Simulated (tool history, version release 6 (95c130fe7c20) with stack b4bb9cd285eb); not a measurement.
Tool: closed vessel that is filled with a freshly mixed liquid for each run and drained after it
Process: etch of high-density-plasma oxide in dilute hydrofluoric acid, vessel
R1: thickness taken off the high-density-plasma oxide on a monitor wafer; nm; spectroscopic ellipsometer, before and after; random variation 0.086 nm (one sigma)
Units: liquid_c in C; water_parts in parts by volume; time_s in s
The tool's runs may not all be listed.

Run 1, hour 0.0: liquid_c 22.0 C, water_parts 120 parts by volume, time_s 220 s. Result: R1 14.587 nm.
Run 2, hour 3.0: liquid_c 22.0 C, water_parts 80 parts by volume, time_s 220 s. Result: R1 23.072 nm.
Run 3, hour 5.3: liquid_c 24.0 C, water_parts 80 parts by volume, time_s 220 s. Result: R1 25.032 nm.
Run 4, hour 13.6: liquid_c 22.5 C, water_parts 85 parts by volume, time_s 220 s. Result: R1 22.067 nm.
Run 5, hour 17.4: liquid_c 21.5 C, water_parts 85 parts by volume, time_s 220 s. Result: R1 21.341 nm.
Run 6, hour 23.6: liquid_c 20.5 C, water_parts 90 parts by volume, time_s 220 s. Result: R1 19.214 nm.

Forecast run 7:
Run 7, hour 25.9: liquid_c 20.0 C, water_parts 90 parts by volume, time_s 220 s. Result: R1 ?.

R1: 18.669 nm
